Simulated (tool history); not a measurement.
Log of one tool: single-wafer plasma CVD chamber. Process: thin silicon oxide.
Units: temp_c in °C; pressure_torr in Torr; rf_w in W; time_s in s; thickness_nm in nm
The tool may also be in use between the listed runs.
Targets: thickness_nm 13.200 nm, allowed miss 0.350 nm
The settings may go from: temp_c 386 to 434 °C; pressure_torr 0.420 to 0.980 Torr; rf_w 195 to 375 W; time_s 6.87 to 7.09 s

run 1 hour=0.0 | temp_c=410 pressure_torr=0.700 rf_w=285 time_s=6.87 | thickness_nm=11.263
run 2 hour=3.9 | temp_c=410 pressure_torr=0.655 rf_w=285 time_s=6.87 | thickness_nm=10.606
run 3 hour=5.9 | temp_c=410 pressure_torr=0.689 rf_w=285 time_s=6.87 | thickness_nm=11.042
run 4 hour=13.7 | temp_c=401 pressure_torr=0.689 rf_w=285 time_s=6.87 | thickness_nm=11.143
run 5 hour=17.2 | temp_c=401 pressure_torr=0.689 rf_w=255 time_s=6.87 | thickness_nm=10.569
run 6 hour=24.4 | temp_c=401 pressure_torr=0.723 rf_w=255 time_s=6.87 | thickness_nm=10.977
run 7 hour=26.3 | temp_c=401 pressure_torr=0.753 rf_w=255 time_s=6.87 | thickness_nm=11.443
run 8 hour=27.9 | temp_c=401 pressure_torr=0.776 rf_w=255 time_s=6.87 | thickness_nm=11.678

Which of these 4 next moves meets every target?
run A hour=29.5 | temp_c=392 pressure_torr=0.880 rf_w=275 time_s=7.09 | thickness_nm=?
run B hour=29.5 | temp_c=408 pressure_torr=0.817 rf_w=275 time_s=7.09 | thickness_nm=?
run C hour=29.5 | temp_c=403 pressure_torr=0.744 rf_w=240 time_s=6.89 | thickness_nm=?
run D hour=29.5 | temp_c=417 pressure_torr=0.800 rf_w=245 time_s=6.87 | thickness_nm=?

move=A thickness_nm=13.947
move=B thickness_nm=13.010
move=C thickness_nm=10.974
move=D thickness_nm=11.648
A: takes the result that was furthest off past its target
B: meets every target
C: further off than the last run
D: as far off as the last run
Move B is the one to make.

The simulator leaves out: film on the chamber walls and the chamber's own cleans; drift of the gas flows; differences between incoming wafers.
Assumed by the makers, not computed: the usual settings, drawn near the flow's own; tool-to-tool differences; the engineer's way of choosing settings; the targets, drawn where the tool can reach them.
